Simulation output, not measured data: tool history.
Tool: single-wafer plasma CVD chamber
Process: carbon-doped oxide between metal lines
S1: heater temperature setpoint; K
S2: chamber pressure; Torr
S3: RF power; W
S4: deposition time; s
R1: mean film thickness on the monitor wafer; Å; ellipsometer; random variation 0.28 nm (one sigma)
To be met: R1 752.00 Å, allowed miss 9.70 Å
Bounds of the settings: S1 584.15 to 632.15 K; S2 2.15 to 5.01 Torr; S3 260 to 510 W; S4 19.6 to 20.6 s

{"run": 1, "hour": 0.0, "S1": 608.15, "S2": 3.58, "S3": 385, "S4": 20.6, "R1": 960.76}
{"run": 2, "hour": 2.3, "S1": 613.15, "S2": 3.3, "S3": 360, "S4": 20.6, "R1": 880.82}
{"run": 3, "hour": 10.9, "S1": 618.15, "S2": 3.03, "S3": 350, "S4": 20.6, "R1": 847.18}
{"run": 4, "hour": 19.8, "S1": 621.15, "S2": 2.87, "S3": 340, "S4": 20.6, "R1": 813.95}
{"run": 5, "hour": 28.2, "S1": 631.15, "S2": 2.87, "S3": 340, "S4": 20.6, "R1": 793.68}
{"run": 6, "hour": 36.7, "S1": 631.15, "S2": 2.76, "S3": 335, "S4": 20.6, "R1": 787.72}
{"run": 7, "hour": 41.6, "S1": 631.15, "S2": 2.69, "S3": 330, "S4": 20.6, "R1": 768.89}
{"run": 8, "hour": 49.1, "S1": 631.15, "S2": 2.61, "S3": 330, "S4": 20.6, "R1": 771.15}

Which of these 4 next moves meets every target?
{"run": "A", "hour": 56.6, "S1": 632.15, "S2": 2.63, "S3": 315, "S4": 20.0, "R1": "?"}
{"run": "B", "hour": 56.6, "S1": 625.15, "S2": 2.15, "S3": 325, "S4": 19.6, "R1": "?"}
{"run": "C", "hour": 56.6, "S1": 627.15, "S2": 3.15, "S3": 325, "S4": 19.7, "R1": "?"}
{"run": "D", "hour": 56.6, "S1": 626.15, "S2": 2.31, "S3": 335, "S4": 20.6, "R1": "?"}

move=A R1=723.35
move=B R1=729.54
move=C R1=750.89
move=D R1=785.46
A: takes the result that was furthest off past its target
B: takes the result that was furthest off past its target
C: meets every target
D: further off than the last run
Answer: C
